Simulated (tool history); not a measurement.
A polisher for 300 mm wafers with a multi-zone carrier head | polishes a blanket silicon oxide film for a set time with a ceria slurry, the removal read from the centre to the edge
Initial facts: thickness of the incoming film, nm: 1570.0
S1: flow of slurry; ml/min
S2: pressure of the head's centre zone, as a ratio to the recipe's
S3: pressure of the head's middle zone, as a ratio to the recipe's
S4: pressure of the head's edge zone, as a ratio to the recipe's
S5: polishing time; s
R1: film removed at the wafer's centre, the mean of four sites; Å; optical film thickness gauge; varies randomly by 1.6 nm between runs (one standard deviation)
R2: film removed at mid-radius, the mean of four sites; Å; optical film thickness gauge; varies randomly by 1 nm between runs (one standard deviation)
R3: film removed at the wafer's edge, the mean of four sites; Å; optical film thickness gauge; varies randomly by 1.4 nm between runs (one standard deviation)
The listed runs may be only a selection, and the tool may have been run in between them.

run	day	S1	S2	S3	S4	S5	R1	R2	R3
1	0.000	225	1.00	1.00	1.00	41	2147.2	2196.2	2067.9
2	0.167	225	1.00	1.00	1.06	41	2204.4	2187.2	2118.8
3	0.512	225	1.07	1.00	1.06	41	2336.9	2241.4	2114.5
4	0.738	225	1.00	1.00	1.06	41	2182.3	2184.1	2088.7
# day 0.938: edge zone pressure recalibrated
5	0.938	225	0.98	1.02	1.04	38	1946.6	2067.6	1998.4
6	1.246	195	0.98	1.02	1.04	38	1901.1	2026.0	2013.0

Forecast run 7:
7	1.408	260	0.88	1.05	0.94	27	?	?	?

{"run 7": {"R1": 1278.4, "R2": 1539.6, "R3": 1409.3}}
